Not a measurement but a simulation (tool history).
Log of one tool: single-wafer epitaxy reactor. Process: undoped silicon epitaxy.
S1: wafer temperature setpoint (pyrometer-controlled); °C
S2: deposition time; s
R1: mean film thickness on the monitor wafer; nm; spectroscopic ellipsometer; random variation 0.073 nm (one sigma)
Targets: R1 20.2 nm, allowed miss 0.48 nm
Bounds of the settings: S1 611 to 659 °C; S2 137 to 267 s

{"run": 1, "hour": 0.0, "S1": 635, "S2": 202, "R1": 24.356}
{"run": 2, "hour": 6.5, "S1": 633, "S2": 202, "R1": 23.331}
{"run": 3, "hour": 10.5, "S1": 633, "S2": 231, "R1": 26.795}
{"run": 4, "hour": 16.7, "S1": 633, "S2": 216, "R1": 25.003}
{"run": 5, "hour": 20.4, "S1": 639, "S2": 216, "R1": 28.22}
{"run": 6, "hour": 21.3, "S1": 639, "S2": 199, "R1": 25.913}
{"run": 7, "hour": 24.8, "S1": 636, "S2": 199, "R1": 24.411}
{"run": 8, "hour": 30.7, "S1": 633, "S2": 199, "R1": 23.154}
{"run": 9, "hour": 33.5, "S1": 631, "S2": 199, "R1": 22.216}
{"run": 10, "hour": 39.0, "S1": 630, "S2": 199, "R1": 21.753}
{"run": 11, "hour": 42.7, "S1": 630, "S2": 199, "R1": 21.521}
{"run": 12, "hour": 45.6, "S1": 630, "S2": 199, "R1": 21.62}
{"run": 13, "hour": 49.3, "S1": 629, "S2": 199, "R1": 21.297}
{"run": 14, "hour": 50.4, "S1": 628, "S2": 199, "R1": 20.908}

Which of these 4 next moves meets every target?
{"run": "A", "hour": 51.5, "S1": 632, "S2": 201, "R1": "?"}
{"run": "B", "hour": 51.5, "S1": 625, "S2": 203, "R1": "?"}
{"run": "C", "hour": 51.5, "S1": 629, "S2": 206, "R1": "?"}
{"run": "D", "hour": 51.5, "S1": 630, "S2": 201, "R1": "?"}

move=A R1=22.82
move=B R1=20.027
move=C R1=22.027
move=D R1=21.927
A: further off than the last run
B: meets every target
C: further off than the last run
D: further off than the last run
Move B is the one to make.
